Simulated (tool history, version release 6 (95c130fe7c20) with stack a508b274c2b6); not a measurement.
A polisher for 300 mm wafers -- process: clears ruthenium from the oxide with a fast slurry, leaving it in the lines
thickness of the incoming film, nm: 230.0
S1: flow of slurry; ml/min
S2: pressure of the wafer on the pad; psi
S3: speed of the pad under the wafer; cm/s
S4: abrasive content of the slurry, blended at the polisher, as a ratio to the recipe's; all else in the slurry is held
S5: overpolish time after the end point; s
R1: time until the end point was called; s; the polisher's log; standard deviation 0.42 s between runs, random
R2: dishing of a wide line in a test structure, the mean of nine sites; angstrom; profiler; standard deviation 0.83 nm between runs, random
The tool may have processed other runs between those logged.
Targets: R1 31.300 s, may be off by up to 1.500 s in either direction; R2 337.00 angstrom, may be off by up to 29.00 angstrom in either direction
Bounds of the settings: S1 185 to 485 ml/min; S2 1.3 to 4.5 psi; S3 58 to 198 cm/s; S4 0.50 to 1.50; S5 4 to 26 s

| run | day | S1 | S2 | S3 | S4 | S5 | R1 | R2 |
|---|---|---|---|---|---|---|---|---|
| 1 | 0.000 | 310 | 2.9 | 128 | 1.00 | 13 | 42.056 | 314.88 |
| 2 | 0.096 | 310 | 3.1 | 128 | 1.00 | 13 | 39.016 | 326.02 |
| 3 | 0.354 | 310 | 3.1 | 100 | 1.00 | 13 | 49.105 | 286.92 |
| 4 | 0.517 | 310 | 3.1 | 100 | 0.90 | 13 | 51.867 | 287.13 |
| 5 | 0.800 | 310 | 3.4 | 100 | 0.90 | 13 | 47.105 | 297.27 |
| 6 | 1.146 | 310 | 3.4 | 100 | 1.10 | 13 | 42.516 | 311.41 |
| 7 | 1.279 | 310 | 3.6 | 100 | 1.10 | 13 | 40.209 | 322.50 |
| 8 | 1.417 | 310 | 3.7 | 100 | 1.10 | 12 | 39.848 | 318.80 |
| 9 | 1.550 | 310 | 3.8 | 102 | 1.10 | 11 | 37.907 | 301.83 |
| 10 | 1.733 | 310 | 3.9 | 102 | 1.10 | 11 | 37.041 | 314.00 |
| 11 | 1.771 | 310 | 4.0 | 102 | 1.10 | 11 | 35.071 | 313.12 |
| 12 | 2.075 | 310 | 4.1 | 102 | 1.10 | 11 | 34.885 | 320.88 |

Of the 4 settings listed for the next run, only one would bring every result within its allowed miss of target. Which one?
| A | 2.379 | 285 | 4.4 | 104 | 1.15 | 12 | ? | ? |
| B | 2.379 | 310 | 4.2 | 90 | 1.20 | 9 | ? | ? |
| C | 2.379 | 305 | 4.3 | 88 | 1.15 | 12 | ? | ? |
| D | 2.379 | 390 | 4.4 | 96 | 0.85 | 17 | ? | ? |

| move | R1 | R2 |
|---|---|---|
| A | 32.076 | 330.58 |
| B | 37.587 | 288.88 |
| C | 38.273 | 316.44 |
| D | 38.978 | 340.09 |
A: all results in spec
B: misses by more than the last run did
C: misses by more than the last run did
D: misses by more than the last run did
Correct choice: A, which meets every target

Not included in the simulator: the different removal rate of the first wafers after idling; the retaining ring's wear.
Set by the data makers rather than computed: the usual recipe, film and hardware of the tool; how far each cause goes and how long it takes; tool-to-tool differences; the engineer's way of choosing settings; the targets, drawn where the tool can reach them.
